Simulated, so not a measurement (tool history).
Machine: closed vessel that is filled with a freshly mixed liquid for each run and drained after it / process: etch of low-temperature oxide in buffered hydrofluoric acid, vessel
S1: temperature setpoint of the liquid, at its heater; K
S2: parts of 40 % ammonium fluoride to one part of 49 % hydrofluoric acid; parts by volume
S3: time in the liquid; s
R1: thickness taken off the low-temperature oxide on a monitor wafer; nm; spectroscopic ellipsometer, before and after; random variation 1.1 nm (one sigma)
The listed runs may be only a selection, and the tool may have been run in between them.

run 1 hour=0 | S1=294.15 S2=13.5 S3=30 | R1=43.62
run 2 hour=2.6 | S1=294.15 S2=17 S3=30 | R1=34.734
run 3 hour=4.1 | S1=294.15 S2=17 S3=30 | R1=34.235
run 4 hour=13.3 | S1=296.15 S2=14 S3=30 | R1=45.624
run 5 hour=15.1 | S1=297.65 S2=11.5 S3=30 | R1=60.128
run 6 hour=19.2 | S1=298.65 S2=9.5 S3=30 | R1=77.04
run 7 hour=27.2 | S1=299.65 S2=8.5 S3=30 | R1=91.691
run 8 hour=28.4 | S1=300.15 S2=8 S3=30 | R1=97.179

Run 9 comes next. What will it give?
run 9 hour=31.6 | S1=300.65 S2=7.5 S3=30 | R1=?

Run 9 came out at R1 105.01 nm.
